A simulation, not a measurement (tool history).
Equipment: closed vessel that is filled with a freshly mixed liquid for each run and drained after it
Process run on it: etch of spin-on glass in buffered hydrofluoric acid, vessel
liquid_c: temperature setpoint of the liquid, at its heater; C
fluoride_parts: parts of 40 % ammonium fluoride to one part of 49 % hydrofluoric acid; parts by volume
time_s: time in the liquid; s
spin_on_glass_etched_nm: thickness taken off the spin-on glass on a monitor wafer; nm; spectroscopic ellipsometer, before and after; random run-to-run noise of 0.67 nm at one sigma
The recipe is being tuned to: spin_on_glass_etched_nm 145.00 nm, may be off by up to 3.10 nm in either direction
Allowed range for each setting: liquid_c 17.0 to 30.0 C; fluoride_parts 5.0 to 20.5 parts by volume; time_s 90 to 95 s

run,hour,liquid_c,fluoride_parts,time_s,spin_on_glass_etched_nm
1,0.0,22.0,12.5,90,240.89
2,6.0,20.5,12.5,90,220.80
3,7.7,20.5,12.5,90,220.49
4,10.7,19.5,13.0,90,200.10
5,12.8,19.0,13.5,90,189.11
6,18.3,18.5,14.0,90,175.59
7,21.2,18.0,14.5,90,164.47
8,23.8,17.5,14.5,90,160.01
9,31.1,17.0,15.0,90,149.62

Exercise: of the 4 proposed moves below, exactly one satisfies all targets within the stated allowed misses. Which move is it?
A,38.4,17.0,15.5,95,?
B,38.4,17.0,15.5,90,?
C,38.4,17.5,15.5,95,?
D,38.4,18.0,16.5,95,?

move,spin_on_glass_etched_nm
A,154.36
B,146.23
C,158.83
D,153.65
A: further off than the last run
B: each result inside its tolerance
C: further off than the last run
D: further off than the last run
Move B is the one to make.
